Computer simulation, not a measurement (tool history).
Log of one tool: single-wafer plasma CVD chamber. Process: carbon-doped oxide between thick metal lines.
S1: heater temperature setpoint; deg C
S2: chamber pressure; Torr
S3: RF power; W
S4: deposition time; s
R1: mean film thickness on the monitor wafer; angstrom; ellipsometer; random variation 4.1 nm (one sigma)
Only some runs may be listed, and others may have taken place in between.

Run 1, hour 0: S1 370 deg C, S2 5.21 Torr, S3 455 W, S4 218 s. Result: R1 10456 angstrom.
Run 2, hour 2.6: S1 369 deg C, S2 5.43 Torr, S3 460 W, S4 218 s. Result: R1 10627 angstrom.
Run 3, hour 11.6: S1 368 deg C, S2 5.64 Torr, S3 465 W, S4 218 s. Result: R1 10766 angstrom.
Run 4, hour 18.3: S1 367 deg C, S2 5.79 Torr, S3 470 W, S4 218 s. Result: R1 10941 angstrom.
Run 5, hour 20.5: S1 366 deg C, S2 5.94 Torr, S3 475 W, S4 218 s. Result: R1 11023 angstrom.
Run 6, hour 25.1: S1 366 deg C, S2 6.04 Torr, S3 480 W, S4 218 s. Result: R1 11140 angstrom.
Run 7, hour 29.8: S1 366 deg C, S2 6.04 Torr, S3 480 W, S4 218 s. Result: R1 11079 angstrom.
Run 8, hour 30.8: S1 365 deg C, S2 6.1 Torr, S3 485 W, S4 218 s. Result: R1 11153 angstrom.
Run 9, hour 31.5: S1 365 deg C, S2 6.14 Torr, S3 490 W, S4 218 s. Result: R1 11317 angstrom.
Run 10, hour 33.7: S1 365 deg C, S2 6.21 Torr, S3 495 W, S4 218 s. Result: R1 11355 angstrom.

Run 11 comes next. What will it give?
At hour 42.4: thermocouple changed; heater temperature recalibrated.
Run 11, hour 42.4: S1 365 deg C, S2 6.21 Torr, S3 495 W, S4 218 s. Result: R1 ?.

R1: 11497 angstrom
